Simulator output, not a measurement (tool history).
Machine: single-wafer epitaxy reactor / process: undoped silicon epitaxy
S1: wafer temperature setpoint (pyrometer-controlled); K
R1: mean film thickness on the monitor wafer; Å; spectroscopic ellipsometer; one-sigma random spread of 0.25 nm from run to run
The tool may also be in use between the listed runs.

Run 1, hour 0.0: S1 938.15 K, deposition time (s) 396. Result: R1 927.26 Å.
Run 2, hour 4.8: S1 935.15 K, deposition time (s) 395. Result: R1 854.49 Å.
Run 3, hour 8.9: S1 933.15 K, deposition time (s) 395. Result: R1 819.32 Å.
Run 4, hour 10.3: S1 933.15 K, deposition time (s) 427. Result: R1 886.78 Å.
Run 5, hour 16.9: S1 925.15 K, deposition time (s) 427. Result: R1 731.15 Å.
Run 6, hour 23.3: S1 925.15 K, deposition time (s) 463. Result: R1 792.15 Å.
Run 7, hour 27.9: S1 924.15 K, deposition time (s) 463. Result: R1 772.05 Å.
Run 8, hour 35.4: S1 923.15 K, deposition time (s) 463. Result: R1 753.59 Å.

Predict the results of run 9:
Run 9, hour 42.1: S1 917.15 K, deposition time (s) 462. Result: R1 ?.

R1: 647.82 Å
